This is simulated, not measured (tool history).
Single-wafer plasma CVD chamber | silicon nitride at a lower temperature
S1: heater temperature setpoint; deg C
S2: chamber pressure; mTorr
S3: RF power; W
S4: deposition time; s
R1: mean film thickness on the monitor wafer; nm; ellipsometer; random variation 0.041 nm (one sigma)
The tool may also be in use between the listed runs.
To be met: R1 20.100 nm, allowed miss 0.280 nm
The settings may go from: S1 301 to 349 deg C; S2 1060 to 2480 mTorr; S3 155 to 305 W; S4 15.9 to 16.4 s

Run 1, hour 0.0: S1 325 deg C, S2 1770 mTorr, S3 230 W, S4 15.9 s. Result: R1 16.447 nm.
Run 2, hour 5.8: S1 325 deg C, S2 1930 mTorr, S3 240 W, S4 15.9 s. Result: R1 17.505 nm.
Run 3, hour 12.9: S1 325 deg C, S2 2060 mTorr, S3 245 W, S4 15.9 s. Result: R1 18.167 nm.
Run 4, hour 19.8: S1 325 deg C, S2 2160 mTorr, S3 250 W, S4 15.9 s. Result: R1 18.645 nm.
Run 5, hour 26.5: S1 325 deg C, S2 1970 mTorr, S3 250 W, S4 15.9 s. Result: R1 18.095 nm.
Run 6, hour 27.9: S1 325 deg C, S2 2090 mTorr, S3 255 W, S4 15.9 s. Result: R1 18.809 nm.
Run 7, hour 36.3: S1 325 deg C, S2 2180 mTorr, S3 255 W, S4 15.9 s. Result: R1 18.962 nm.
Run 8, hour 41.2: S1 325 deg C, S2 2250 mTorr, S3 255 W, S4 15.9 s. Result: R1 19.136 nm.
Run 9, hour 42.7: S1 325 deg C, S2 2300 mTorr, S3 255 W, S4 15.9 s. Result: R1 19.287 nm.
Run 10, hour 44.9: S1 325 deg C, S2 2340 mTorr, S3 255 W, S4 15.9 s. Result: R1 19.380 nm.
Run 11, hour 51.2: S1 325 deg C, S2 2370 mTorr, S3 255 W, S4 15.9 s. Result: R1 19.482 nm.

Which of these 4 next moves meets every target?
Run A, hour 57.5: S1 324 deg C, S2 2380 mTorr, S3 255 W, S4 15.9 s. Result: R1 ?.
Run B, hour 57.5: S1 336 deg C, S2 2470 mTorr, S3 270 W, S4 16.2 s. Result: R1 ?.
Run C, hour 57.5: S1 327 deg C, S2 2120 mTorr, S3 270 W, S4 16.2 s. Result: R1 ?.
Run D, hour 57.5: S1 327 deg C, S2 2320 mTorr, S3 275 W, S4 16.2 s. Result: R1 ?.

move      R1
   A  19.476
   B  20.864
   C  20.064
   D  20.883
A: as far off as the last run
B: takes the result that was furthest off past its target
C: meets every target
D: takes the result that was furthest off past its target
Answer: C
